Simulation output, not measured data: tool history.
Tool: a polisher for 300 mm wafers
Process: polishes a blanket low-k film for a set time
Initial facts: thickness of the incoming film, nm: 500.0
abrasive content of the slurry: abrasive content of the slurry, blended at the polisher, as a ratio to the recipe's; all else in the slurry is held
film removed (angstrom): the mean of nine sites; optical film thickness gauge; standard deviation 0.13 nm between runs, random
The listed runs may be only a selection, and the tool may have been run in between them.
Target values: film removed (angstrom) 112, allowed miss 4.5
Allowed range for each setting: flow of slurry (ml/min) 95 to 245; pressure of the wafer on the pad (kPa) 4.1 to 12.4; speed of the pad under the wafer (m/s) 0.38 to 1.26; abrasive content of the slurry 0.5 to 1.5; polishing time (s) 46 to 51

run,day,flow of slurry (ml/min),pressure of the wafer on the pad (kPa),speed of the pad under the wafer (m/s),abrasive content of the slurry,polishing time (s),film removed (angstrom)
1,0,155,8.3,0.82,1,51,91.03
2,0.312,160,9,0.82,1,51,97.428
3,0.338,160,9.7,0.82,1,51,104.71
4,0.483,160,9.7,0.66,1,51,88.22
5,0.733,160,9.7,0.66,0.85,51,79.556
6,0.804,160,9.7,0.66,1,51,86.788
7,1.108,160,10.3,0.66,1,51,94.96
8,1.179,160,11,0.66,1,51,101.23

Which of these 4 next moves meets every target?
A,1.25,140,10.3,0.62,1.15,49,?
B,1.25,155,12.4,0.56,1.05,51,?
C,1.25,150,11.7,0.72,1.05,49,?
D,1.25,200,10.3,0.7,0.95,48,?

move,film removed (angstrom)
A,90.141
B,100.76
C,111.23
D,93.609
A: further off than the last run
B: about the same distance from the targets as the last run
C: all results land within tolerance of their targets
D: further off than the last run
Correct choice: C, which meets every target
